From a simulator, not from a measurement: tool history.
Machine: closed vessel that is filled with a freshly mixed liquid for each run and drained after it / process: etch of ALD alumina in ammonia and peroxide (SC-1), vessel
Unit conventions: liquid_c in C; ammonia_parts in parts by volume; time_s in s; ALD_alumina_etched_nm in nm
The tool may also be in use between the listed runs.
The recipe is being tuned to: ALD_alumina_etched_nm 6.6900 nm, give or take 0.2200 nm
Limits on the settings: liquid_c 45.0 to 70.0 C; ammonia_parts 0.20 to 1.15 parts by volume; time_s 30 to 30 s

| run | hour | liquid_c | ammonia_parts | time_s | ALD_alumina_etched_nm |
|---|---|---|---|---|---|
| 1 | 0.0 | 61.0 | 0.65 | 30 | 4.1039 |
| 2 | 0.9 | 63.0 | 0.70 | 30 | 4.6890 |
| 3 | 9.8 | 63.0 | 0.90 | 30 | 4.8048 |
| 4 | 15.8 | 64.5 | 0.90 | 30 | 5.1661 |
| 5 | 19.8 | 64.5 | 1.05 | 30 | 5.0914 |
| 6 | 22.5 | 65.5 | 1.05 | 30 | 5.4333 |
| 7 | 24.2 | 66.5 | 1.05 | 30 | 5.6429 |
| 8 | 29.8 | 67.5 | 1.05 | 30 | 5.9300 |
| 9 | 37.2 | 68.0 | 1.05 | 30 | 6.2003 |
| 10 | 45.2 | 68.5 | 1.05 | 30 | 6.4021 |

Which one of the following 4 next-run settings gets every result inside its allowed miss? There is exactly one.
| A | 53.2 | 69.5 | 1.10 | 30 | ? |
| B | 53.2 | 68.0 | 1.00 | 30 | ? |
| C | 53.2 | 68.0 | 1.15 | 30 | ? |
| D | 53.2 | 67.0 | 1.15 | 30 | ? |

| move | ALD_alumina_etched_nm |
|---|---|
| A | 6.7507 |
| B | 6.2220 |
| C | 6.3046 |
| D | 6.0045 |
A: in spec on every target
B: further off than the last run
C: further off than the last run
D: further off than the last run
A is the move that brings every result within its allowed miss.
